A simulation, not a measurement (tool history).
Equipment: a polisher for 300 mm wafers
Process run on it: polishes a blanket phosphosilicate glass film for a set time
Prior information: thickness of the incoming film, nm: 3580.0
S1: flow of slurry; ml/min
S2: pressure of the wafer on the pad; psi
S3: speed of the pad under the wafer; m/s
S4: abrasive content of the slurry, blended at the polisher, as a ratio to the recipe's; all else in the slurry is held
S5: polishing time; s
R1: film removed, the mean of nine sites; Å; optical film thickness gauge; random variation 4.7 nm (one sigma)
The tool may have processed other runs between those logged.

{"run": 1, "hour": 0.0, "S1": 130, "S2": 3.7, "S3": 1.02, "S4": 1.0, "S5": 100, "R1": 12201.0}
{"run": 2, "hour": 6.0, "S1": 105, "S2": 3.7, "S3": 1.02, "S4": 1.0, "S5": 100, "R1": 11380.0}
{"run": 3, "hour": 7.9, "S1": 105, "S2": 3.7, "S3": 1.02, "S4": 1.0, "S5": 100, "R1": 11482.0}
{"run": 4, "hour": 8.8, "S1": 100, "S2": 3.2, "S3": 0.92, "S4": 1.0, "S5": 100, "R1": 9006.1}
{"run": 5, "hour": 10.2, "S1": 95, "S2": 2.8, "S3": 0.86, "S4": 1.0, "S5": 100, "R1": 7640.9}
{"run": 6, "hour": 11.8, "S1": 95, "S2": 3.1, "S3": 0.86, "S4": 1.0, "S5": 100, "R1": 8304.3}
{"run": 7, "hour": 17.5, "S1": 95, "S2": 2.8, "S3": 0.8, "S4": 1.0, "S5": 100, "R1": 7140.9}
{"run": 8, "hour": 21.3, "S1": 95, "S2": 2.5, "S3": 0.78, "S4": 1.0, "S5": 100, "R1": 6195.7}
{"run": 9, "hour": 25.5, "S1": 95, "S2": 2.3, "S3": 0.78, "S4": 1.0, "S5": 100, "R1": 5892.3}

What will run 10 give?
{"run": 10, "hour": 32.5, "S1": 95, "S2": 2.2, "S3": 0.76, "S4": 1.0, "S5": 100, "R1": "?"}

{"run 10": {"R1": 5514.8}}
